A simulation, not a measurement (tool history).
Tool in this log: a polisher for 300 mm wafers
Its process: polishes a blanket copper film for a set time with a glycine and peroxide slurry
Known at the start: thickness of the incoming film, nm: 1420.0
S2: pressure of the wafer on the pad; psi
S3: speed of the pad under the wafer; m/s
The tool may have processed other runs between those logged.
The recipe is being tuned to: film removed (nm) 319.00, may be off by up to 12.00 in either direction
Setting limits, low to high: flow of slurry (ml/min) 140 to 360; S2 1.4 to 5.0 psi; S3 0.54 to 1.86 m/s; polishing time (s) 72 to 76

Run 1, hour 0.0: flow of slurry (ml/min) 230, S2 3.2 psi, S3 1.18 m/s, polishing time (s) 72. Result: film removed (nm) 464.44.
Run 2, hour 5.0: flow of slurry (ml/min) 230, S2 2.4 psi, S3 1.18 m/s, polishing time (s) 72. Result: film removed (nm) 364.76.
Run 3, hour 7.0: flow of slurry (ml/min) 230, S2 2.1 psi, S3 1.18 m/s, polishing time (s) 72. Result: film removed (nm) 333.83.
Run 4, hour 11.5: flow of slurry (ml/min) 230, S2 2.1 psi, S3 0.92 m/s, polishing time (s) 72. Result: film removed (nm) 278.83.
Run 5, hour 16.2: flow of slurry (ml/min) 230, S2 2.4 psi, S3 0.92 m/s, polishing time (s) 72. Result: film removed (nm) 304.25.
At hour 22.2: slurry nozzle cleaned.
Run 6, hour 22.2: flow of slurry (ml/min) 230, S2 2.4 psi, S3 0.76 m/s, polishing time (s) 72. Result: film removed (nm) 278.48.
Run 7, hour 28.9: flow of slurry (ml/min) 230, S2 2.4 psi, S3 0.76 m/s, polishing time (s) 72. Result: film removed (nm) 278.42.
Run 8, hour 32.4: flow of slurry (ml/min) 230, S2 2.7 psi, S3 0.76 m/s, polishing time (s) 72. Result: film removed (nm) 304.14.

Consider the 4 candidate settings below. Which is the only one whose results all fall within their allowed miss of target?
Run A, hour 35.9: flow of slurry (ml/min) 340, S2 2.3 psi, S3 0.86 m/s, polishing time (s) 74. Result: film removed (nm) ?.
Run B, hour 35.9: flow of slurry (ml/min) 210, S2 2.7 psi, S3 0.70 m/s, polishing time (s) 73. Result: film removed (nm) ?.
Run C, hour 35.9: flow of slurry (ml/min) 190, S2 2.7 psi, S3 0.76 m/s, polishing time (s) 72. Result: film removed (nm) ?.
Run D, hour 35.9: flow of slurry (ml/min) 245, S2 3.0 psi, S3 0.58 m/s, polishing time (s) 76. Result: film removed (nm) ?.

move  film removed (nm)
   A             315.14
   B             283.21
   C             293.16
   D             281.65
A: every result lands within tolerance
B: misses by more than the last run did
C: misses by more than the last run did
D: misses by more than the last run did
A meets every target.

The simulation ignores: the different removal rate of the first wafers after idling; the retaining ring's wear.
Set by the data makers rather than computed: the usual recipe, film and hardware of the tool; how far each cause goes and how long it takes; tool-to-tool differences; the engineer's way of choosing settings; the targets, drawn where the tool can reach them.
